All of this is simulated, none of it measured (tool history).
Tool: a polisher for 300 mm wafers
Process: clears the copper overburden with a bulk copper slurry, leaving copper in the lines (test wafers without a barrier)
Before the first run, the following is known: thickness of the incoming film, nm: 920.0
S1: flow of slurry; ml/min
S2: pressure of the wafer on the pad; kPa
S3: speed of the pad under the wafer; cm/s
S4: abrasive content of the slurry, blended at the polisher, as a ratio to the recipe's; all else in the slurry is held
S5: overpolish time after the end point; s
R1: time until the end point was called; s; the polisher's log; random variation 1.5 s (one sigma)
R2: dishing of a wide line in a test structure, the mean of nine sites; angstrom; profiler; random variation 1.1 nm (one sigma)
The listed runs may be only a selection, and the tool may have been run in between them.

run  hour   S1    S2  S3    S4  S5      R1      R2
  1     0  305  23.4  98     1  11  96.278  500.84
  2   3.3  305  23.4  98  0.85  11  97.437  490.74
  3   7.8  305  23.4  80  0.85  11  119.06  442.58
  4  15.8  305  23.4  80  0.85  12  118.28  448.41
  5  22.5  305  23.4  80  0.85  13  120.92  468.64
  6  26.1  305  28.3  80  0.85  13  103.54  529.14
  7  27.3  305  27.6  80  0.85  13  105.65  496.62
  8  30.4  305  26.9  80  0.85  14  107.57  531.67
  9  33.4  305  26.2  80  0.85  14  110.91  529.75
 10  40.7  305  25.5  80  0.85  14  113.26  519.18

Run 11 is up next; what results do you expect?
 11  49.4  305  24.8  80  0.85  14   ?   ?

R1: 113.43 s
R2: 529.61 angstrom
